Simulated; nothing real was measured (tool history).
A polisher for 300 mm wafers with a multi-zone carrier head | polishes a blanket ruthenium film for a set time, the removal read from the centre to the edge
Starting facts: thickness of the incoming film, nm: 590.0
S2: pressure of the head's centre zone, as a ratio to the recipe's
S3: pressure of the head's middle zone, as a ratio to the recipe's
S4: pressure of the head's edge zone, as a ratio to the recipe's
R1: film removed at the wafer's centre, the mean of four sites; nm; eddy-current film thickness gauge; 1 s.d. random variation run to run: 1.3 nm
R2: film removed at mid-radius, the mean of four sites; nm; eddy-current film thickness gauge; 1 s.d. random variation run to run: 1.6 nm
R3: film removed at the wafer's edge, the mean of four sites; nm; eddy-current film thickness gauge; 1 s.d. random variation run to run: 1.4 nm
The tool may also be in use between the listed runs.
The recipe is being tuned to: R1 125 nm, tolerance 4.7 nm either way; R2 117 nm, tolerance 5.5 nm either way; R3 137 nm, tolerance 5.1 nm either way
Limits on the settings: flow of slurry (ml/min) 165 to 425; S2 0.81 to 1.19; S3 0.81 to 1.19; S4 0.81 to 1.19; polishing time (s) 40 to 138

run 1 hour=0 | flow_of_slurry_(ml/min)=275 S2=1 S3=1 S4=1 polishing_time_(s)=88 | R1=108.78 R2=110.97 R3=109.17
run 2 hour=6.8 | flow_of_slurry_(ml/min)=310 S2=1 S3=1 S4=1 polishing_time_(s)=88 | R1=109.82 R2=110.96 R3=111.85
run 3 hour=14.8 | flow_of_slurry_(ml/min)=325 S2=1.01 S3=0.99 S4=1.04 polishing_time_(s)=90 | R1=111.18 R2=113.57 R3=115.91
run 4 hour=20.6 | flow_of_slurry_(ml/min)=335 S2=1.02 S3=0.96 S4=1.06 polishing_time_(s)=93 | R1=119.07 R2=112.69 R3=123.05
run 5 hour=27.5 | flow_of_slurry_(ml/min)=340 S2=1.02 S3=0.96 S4=1.08 polishing_time_(s)=94 | R1=121.42 R2=114.92 R3=124.6
run 6 hour=32.2 | flow_of_slurry_(ml/min)=340 S2=1.02 S3=1 S4=1.08 polishing_time_(s)=94 | R1=119.67 R2=118.76 R3=123.42
-- hour=40.4 slurry nozzle cleaned
run 7 hour=40.4 | flow_of_slurry_(ml/min)=345 S2=1.01 S3=0.98 S4=1.09 polishing_time_(s)=95 | R1=124.04 R2=123.98 R3=130.33
run 8 hour=46.5 | flow_of_slurry_(ml/min)=350 S2=1.01 S3=0.96 S4=1.1 polishing_time_(s)=95 | R1=122.43 R2=123.37 R3=132.54

Exactly one of the 5 candidate moves below puts every result within its allowed miss. Which one?
run A hour=52.6 | flow_of_slurry_(ml/min)=355 S2=1.01 S3=1.05 S4=1.07 polishing_time_(s)=94 | R1=? R2=? R3=?
run B hour=52.6 | flow_of_slurry_(ml/min)=320 S2=0.95 S3=0.96 S4=1.1 polishing_time_(s)=102 | R1=? R2=? R3=?
run C hour=52.6 | flow_of_slurry_(ml/min)=305 S2=1.03 S3=1.01 S4=1.12 polishing_time_(s)=98 | R1=? R2=? R3=?
run D hour=52.6 | flow_of_slurry_(ml/min)=360 S2=0.97 S3=0.86 S4=1.11 polishing_time_(s)=99 | R1=? R2=? R3=?
run E hour=52.6 | flow_of_slurry_(ml/min)=370 S2=0.94 S3=0.97 S4=1.09 polishing_time_(s)=99 | R1=? R2=? R3=?

move=A R1=123.32 R2=128.56 R3=126.28
move=B R1=124.6 R2=128.32 R3=138.25
move=C R1=129.36 R2=128.11 R3=133.56
move=D R1=124.67 R2=114.69 R3=135.93
move=E R1=121.15 R2=127.05 R3=134.7
A: moves away from the targets compared with the last run
B: moves away from the targets compared with the last run
C: moves away from the targets compared with the last run
D: every result within its allowed miss
E: moves away from the targets compared with the last run
The move that meets every target is D.
